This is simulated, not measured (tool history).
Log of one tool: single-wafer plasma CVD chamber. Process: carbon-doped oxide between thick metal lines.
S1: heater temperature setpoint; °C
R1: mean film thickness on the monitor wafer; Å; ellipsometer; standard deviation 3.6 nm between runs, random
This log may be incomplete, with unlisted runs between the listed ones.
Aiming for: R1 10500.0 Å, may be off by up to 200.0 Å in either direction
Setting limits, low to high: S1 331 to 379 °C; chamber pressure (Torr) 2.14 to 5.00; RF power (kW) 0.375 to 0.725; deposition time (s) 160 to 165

Run 1, hour 0.0: S1 355 °C, chamber pressure (Torr) 3.57, RF power (kW) 0.550, deposition time (s) 160. Result: R1 9022.3 Å.
Run 2, hour 1.7: S1 354 °C, chamber pressure (Torr) 3.67, RF power (kW) 0.560, deposition time (s) 160. Result: R1 9230.3 Å.
Run 3, hour 10.6: S1 353 °C, chamber pressure (Torr) 3.80, RF power (kW) 0.565, deposition time (s) 160. Result: R1 9362.0 Å.
Run 4, hour 18.7: S1 353 °C, chamber pressure (Torr) 3.80, RF power (kW) 0.565, deposition time (s) 160. Result: R1 9407.2 Å.
Run 5, hour 21.1: S1 352 °C, chamber pressure (Torr) 3.91, RF power (kW) 0.570, deposition time (s) 160. Result: R1 9448.4 Å.
Run 6, hour 25.3: S1 348 °C, chamber pressure (Torr) 3.91, RF power (kW) 0.570, deposition time (s) 160. Result: R1 9531.5 Å.
Run 7, hour 27.8: S1 348 °C, chamber pressure (Torr) 4.00, RF power (kW) 0.575, deposition time (s) 160. Result: R1 9710.0 Å.
Run 8, hour 33.2: S1 347 °C, chamber pressure (Torr) 4.08, RF power (kW) 0.580, deposition time (s) 160. Result: R1 9759.4 Å.
Run 9, hour 35.1: S1 346 °C, chamber pressure (Torr) 4.16, RF power (kW) 0.585, deposition time (s) 160. Result: R1 9896.4 Å.
Run 10, hour 40.4: S1 345 °C, chamber pressure (Torr) 4.23, RF power (kW) 0.590, deposition time (s) 160. Result: R1 9995.7 Å.
Run 11, hour 44.0: S1 340 °C, chamber pressure (Torr) 4.66, RF power (kW) 0.620, deposition time (s) 160. Result: R1 10777.0 Å.

Of the 4 settings listed for the next run, only one would bring every result within its allowed miss of target. Which one?
Run A, hour 47.6: S1 340 °C, chamber pressure (Torr) 4.94, RF power (kW) 0.630, deposition time (s) 163. Result: R1 ?.
Run B, hour 47.6: S1 335 °C, chamber pressure (Torr) 4.66, RF power (kW) 0.600, deposition time (s) 160. Result: R1 ?.
Run C, hour 47.6: S1 339 °C, chamber pressure (Torr) 4.69, RF power (kW) 0.640, deposition time (s) 160. Result: R1 ?.
Run D, hour 47.6: S1 340 °C, chamber pressure (Torr) 4.63, RF power (kW) 0.620, deposition time (s) 163. Result: R1 ?.

move       R1
   A  11147.0
   B  10576.0
   C  11024.0
   D  10901.0
A: its largest miss is bigger than the last run's
B: every result within its allowed miss
C: its largest miss is bigger than the last run's
D: its largest miss is bigger than the last run's
Go with B: it meets all targets.

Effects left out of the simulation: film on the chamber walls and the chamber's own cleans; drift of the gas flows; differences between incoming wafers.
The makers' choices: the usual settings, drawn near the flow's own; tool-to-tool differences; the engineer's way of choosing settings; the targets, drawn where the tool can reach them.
